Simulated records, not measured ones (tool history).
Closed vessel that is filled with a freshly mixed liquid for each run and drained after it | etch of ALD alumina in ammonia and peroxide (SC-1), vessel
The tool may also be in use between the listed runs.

run	hour	temperature setpoint of the liquid (K)	parts of 29 % ammonia solution to one part of 30 % peroxide (parts by volume)	time in the liquid (s)	thickness taken off the ALD alumina on a monitor wafer (Å)
1	0	329.15	0.5	30	20.401
2	6.7	329.15	0.6	30	20.644
3	9	329.15	0.6	30	20.854
4	9.9	333.15	0.6	30	25.108
5	11	333.15	0.7	30	25.871
6	14.7	326.15	0.7	30	17.78
7	22.9	331.15	0.7	30	23.157
8	29.9	334.65	0.7	30	27.947

Run 9 is up next; what results do you expect?
9	35.2	342.15	0.7	30	?

thickness taken off the ALD alumina on a monitor wafer (Å): 40.099
